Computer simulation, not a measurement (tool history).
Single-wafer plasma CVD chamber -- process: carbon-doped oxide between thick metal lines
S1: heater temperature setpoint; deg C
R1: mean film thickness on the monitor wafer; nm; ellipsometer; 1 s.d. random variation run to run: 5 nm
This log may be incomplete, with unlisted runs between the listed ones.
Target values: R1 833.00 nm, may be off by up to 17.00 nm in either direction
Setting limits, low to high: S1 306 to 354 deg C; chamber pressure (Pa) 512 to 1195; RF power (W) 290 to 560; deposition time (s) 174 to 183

{"run": 1, "day": 0.0, "S1": 330, "chamber pressure (Pa)": 853, "RF power (W)": 425, "deposition time (s)": 183, "R1": 921.62}
{"run": 2, "day": 0.083, "S1": 319, "chamber pressure (Pa)": 853, "RF power (W)": 425, "deposition time (s)": 183, "R1": 948.04}
{"run": 3, "day": 0.138, "S1": 322, "chamber pressure (Pa)": 812, "RF power (W)": 410, "deposition time (s)": 183, "R1": 905.04}
{"run": 4, "day": 0.196, "S1": 324, "chamber pressure (Pa)": 767, "RF power (W)": 405, "deposition time (s)": 183, "R1": 884.06}
{"run": 5, "day": 0.371, "S1": 324, "chamber pressure (Pa)": 833, "RF power (W)": 405, "deposition time (s)": 183, "R1": 892.43}
{"run": 6, "day": 0.721, "S1": 324, "chamber pressure (Pa)": 751, "RF power (W)": 405, "deposition time (s)": 183, "R1": 888.9}
{"run": 7, "day": 0.838, "S1": 326, "chamber pressure (Pa)": 732, "RF power (W)": 400, "deposition time (s)": 183, "R1": 876.38}
{"run": 8, "day": 1.05, "S1": 327, "chamber pressure (Pa)": 720, "RF power (W)": 395, "deposition time (s)": 183, "R1": 854.58}
{"run": 9, "day": 1.075, "S1": 328, "chamber pressure (Pa)": 708, "RF power (W)": 395, "deposition time (s)": 183, "R1": 850.82}

Consider the 4 candidate settings below. Which is the only one whose results all fall within their allowed miss of target?
{"run": "A", "day": 1.1, "S1": 309, "chamber pressure (Pa)": 759, "RF power (W)": 370, "deposition time (s)": 174, "R1": "?"}
{"run": "B", "day": 1.1, "S1": 326, "chamber pressure (Pa)": 707, "RF power (W)": 400, "deposition time (s)": 183, "R1": "?"}
{"run": "C", "day": 1.1, "S1": 326, "chamber pressure (Pa)": 764, "RF power (W)": 390, "deposition time (s)": 178, "R1": "?"}
{"run": "D", "day": 1.1, "S1": 329, "chamber pressure (Pa)": 827, "RF power (W)": 400, "deposition time (s)": 183, "R1": "?"}

move=A R1=806.81
move=B R1=868.08
move=C R1=827.26
move=D R1=869.69
A: takes the biggest miss from the last run beyond its target
B: the biggest miss grows against the last run
C: all results in spec
D: the biggest miss grows against the last run
C is the move that brings every result within its allowed miss.
